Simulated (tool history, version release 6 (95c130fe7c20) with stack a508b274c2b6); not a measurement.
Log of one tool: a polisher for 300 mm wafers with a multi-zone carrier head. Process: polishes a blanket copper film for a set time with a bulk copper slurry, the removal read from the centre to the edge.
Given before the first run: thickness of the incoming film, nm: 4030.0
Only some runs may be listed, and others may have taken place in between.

run	hour	flow of slurry (ml/min)	pressure of the head's centre zone	pressure of the head's middle zone	pressure of the head's edge zone	abrasive content of the slurry	polishing time (s)	film removed at the wafer's centre (Å)	film removed at mid-radius (Å)	film removed at the wafer's edge (Å)
1	0	210	1	1	1	1	79	9078.6	9053.4	9226.5
2	0.9	230	1	1	1	1	79	9006.2	9113.6	9117.6
3	6.8	230	1	1	1	1.15	79	9401.7	9622.2	9559.6
4	12.9	230	1.03	0.98	0.99	1.2	83	10109	10046	9845.4
5	14.1	230	1.03	0.98	0.99	1	83	9822.7	9581.6	9266.7
6	21.3	230	1.03	1.05	0.99	1	83	9604	10057	9803.2
7	30	220	1.06	1.02	1.01	1.1	87	10732	10428	10381

Predict the results of run 8:
8	31.6	220	1.08	1.01	1.02	1.15	89	?	?	?

Run 8 measured film removed at the wafer's centre (Å) 11416, film removed at mid-radius (Å) 10618, film removed at the wafer's edge (Å) 10681.
